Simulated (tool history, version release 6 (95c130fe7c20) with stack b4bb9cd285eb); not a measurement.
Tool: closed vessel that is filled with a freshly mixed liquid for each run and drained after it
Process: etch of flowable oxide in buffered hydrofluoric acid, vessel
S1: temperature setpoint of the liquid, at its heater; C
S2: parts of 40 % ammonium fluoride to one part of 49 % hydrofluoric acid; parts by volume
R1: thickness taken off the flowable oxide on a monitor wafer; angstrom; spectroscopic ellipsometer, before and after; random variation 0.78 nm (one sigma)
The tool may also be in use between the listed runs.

{"run": 1, "hour": 0.0, "S1": 20.0, "S2": 15.0, "time in the liquid (s)": 90, "R1": 2077.2}
{"run": 2, "hour": 4.1, "S1": 20.0, "S2": 15.0, "time in the liquid (s)": 100, "R1": 2285.1}
{"run": 3, "hour": 8.5, "S1": 19.0, "S2": 16.5, "time in the liquid (s)": 100, "R1": 1966.0}
{"run": 4, "hour": 16.6, "S1": 20.5, "S2": 16.5, "time in the liquid (s)": 100, "R1": 2147.5}
{"run": 5, "hour": 23.0, "S1": 19.5, "S2": 17.5, "time in the liquid (s)": 100, "R1": 1912.2}
{"run": 6, "hour": 29.5, "S1": 19.5, "S2": 17.5, "time in the liquid (s)": 100, "R1": 1917.1}

Predict the results of run 7:
{"run": 7, "hour": 30.5, "S1": 19.0, "S2": 18.0, "time in the liquid (s)": 100, "R1": "?"}

{"run 7": {"R1": 1825.2}}
